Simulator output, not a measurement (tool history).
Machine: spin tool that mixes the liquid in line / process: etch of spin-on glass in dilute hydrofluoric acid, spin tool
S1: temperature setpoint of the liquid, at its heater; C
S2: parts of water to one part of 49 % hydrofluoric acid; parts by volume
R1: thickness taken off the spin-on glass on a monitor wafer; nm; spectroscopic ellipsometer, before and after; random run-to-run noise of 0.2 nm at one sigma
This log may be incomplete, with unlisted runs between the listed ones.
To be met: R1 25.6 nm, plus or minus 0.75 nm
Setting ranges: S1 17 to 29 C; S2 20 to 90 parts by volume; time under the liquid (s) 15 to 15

{"run": 1, "hour": 0.0, "S1": 21, "S2": 50, "time under the liquid (s)": 15, "R1": 10.327}
{"run": 2, "hour": 4.4, "S1": 22, "S2": 45, "time under the liquid (s)": 15, "R1": 12.073}
{"run": 3, "hour": 9.9, "S1": 20.5, "S2": 45, "time under the liquid (s)": 15, "R1": 11.311}
{"run": 4, "hour": 11.2, "S1": 21.5, "S2": 45, "time under the liquid (s)": 15, "R1": 11.794}
{"run": 5, "hour": 15.0, "S1": 25, "S2": 45, "time under the liquid (s)": 15, "R1": 13.697}
{"run": 6, "hour": 20.1, "S1": 25.5, "S2": 45, "time under the liquid (s)": 15, "R1": 13.862}
{"run": 7, "hour": 24.9, "S1": 26, "S2": 45, "time under the liquid (s)": 15, "R1": 14.117}
{"run": 8, "hour": 31.0, "S1": 29, "S2": 25, "time under the liquid (s)": 15, "R1": 30.122}
{"run": 9, "hour": 36.4, "S1": 28.5, "S2": 25, "time under the liquid (s)": 15, "R1": 28.988}
{"hour": 39.1, "done": "hydrofluoric acid flow meter replaced"}
{"run": 10, "hour": 39.1, "S1": 25.5, "S2": 25, "time under the liquid (s)": 15, "R1": 29.185}
{"run": 11, "hour": 40.6, "S1": 25.5, "S2": 30, "time under the liquid (s)": 15, "R1": 24.611}
{"run": 12, "hour": 47.0, "S1": 26, "S2": 30, "time under the liquid (s)": 15, "R1": 24.804}

Exercise: of the 5 proposed moves below, exactly one satisfies all targets within the stated allowed misses. Which move is it?
{"run": "A", "hour": 53.4, "S1": 23.5, "S2": 25, "time under the liquid (s)": 15, "R1": "?"}
{"run": "B", "hour": 53.4, "S1": 29, "S2": 30, "time under the liquid (s)": 15, "R1": "?"}
{"run": "C", "hour": 53.4, "S1": 21, "S2": 25, "time under the liquid (s)": 15, "R1": "?"}
{"run": "D", "hour": 53.4, "S1": 24, "S2": 25, "time under the liquid (s)": 15, "R1": "?"}
{"run": "E", "hour": 53.4, "S1": 27, "S2": 30, "time under the liquid (s)": 15, "R1": "?"}

move=A R1=27.093
move=B R1=28.125
move=C R1=24.358
move=D R1=27.67
move=E R1=25.931
A: moves the result that the last run missed by most past its target, out the other side
B: moves the result that the last run missed by most past its target, out the other side
C: moves away from the targets compared with the last run
D: moves the result that the last run missed by most past its target, out the other side
E: every result lands within tolerance
Answer: E
